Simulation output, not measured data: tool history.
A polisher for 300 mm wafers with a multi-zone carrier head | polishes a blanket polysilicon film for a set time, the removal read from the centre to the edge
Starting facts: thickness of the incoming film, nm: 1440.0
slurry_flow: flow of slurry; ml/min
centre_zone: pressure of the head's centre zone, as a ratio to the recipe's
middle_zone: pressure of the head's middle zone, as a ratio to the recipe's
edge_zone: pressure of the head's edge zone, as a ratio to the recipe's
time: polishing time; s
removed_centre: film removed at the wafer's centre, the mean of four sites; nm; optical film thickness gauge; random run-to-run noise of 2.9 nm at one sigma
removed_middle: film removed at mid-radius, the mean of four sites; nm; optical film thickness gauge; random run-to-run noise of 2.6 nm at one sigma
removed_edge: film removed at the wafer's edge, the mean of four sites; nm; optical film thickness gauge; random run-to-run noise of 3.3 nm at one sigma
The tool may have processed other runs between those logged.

{"run": 1, "hour": 0.0, "slurry_flow": 170, "centre_zone": 1, "middle_zone": 1, "edge_zone": 1, "time": 60, "removed_centre": 305.55, "removed_middle": 339.56, "removed_edge": 335.66}
{"run": 2, "hour": 2.4, "slurry_flow": 170, "centre_zone": 1, "middle_zone": 1, "edge_zone": 1.07, "time": 60, "removed_centre": 303.06, "removed_middle": 337.18, "removed_edge": 336.31}
{"run": 3, "hour": 3.1, "slurry_flow": 170, "centre_zone": 1.03, "middle_zone": 1, "edge_zone": 1.06, "time": 58, "removed_centre": 307.69, "removed_middle": 329.72, "removed_edge": 331.08}
{"run": 4, "hour": 7.1, "slurry_flow": 190, "centre_zone": 1.03, "middle_zone": 1, "edge_zone": 1.06, "time": 58, "removed_centre": 311.67, "removed_middle": 327.82, "removed_edge": 333.4}
{"run": 5, "hour": 10.8, "slurry_flow": 160, "centre_zone": 1.03, "middle_zone": 1, "edge_zone": 1.06, "time": 58, "removed_centre": 299.71, "removed_middle": 321.39, "removed_edge": 334.06}
{"hour": 12.6, "done": "centre zone pressure recalibrated"}
{"run": 6, "hour": 12.6, "slurry_flow": 120, "centre_zone": 1.03, "middle_zone": 1, "edge_zone": 1.06, "time": 58, "removed_centre": 321.64, "removed_middle": 312.49, "removed_edge": 311.44}
{"run": 7, "hour": 21.0, "slurry_flow": 115, "centre_zone": 1.03, "middle_zone": 0.99, "edge_zone": 1.05, "time": 57, "removed_centre": 306.12, "removed_middle": 300.44, "removed_edge": 316.42}

What will run 8 give?
{"run": 8, "hour": 28.5, "slurry_flow": 115, "centre_zone": 1.05, "middle_zone": 1, "edge_zone": 1.05, "time": 55, "removed_centre": "?", "removed_middle": "?", "removed_edge": "?"}

{"run 8": {"removed_centre": 306.36, "removed_middle": 294.22, "removed_edge": 297.06}}
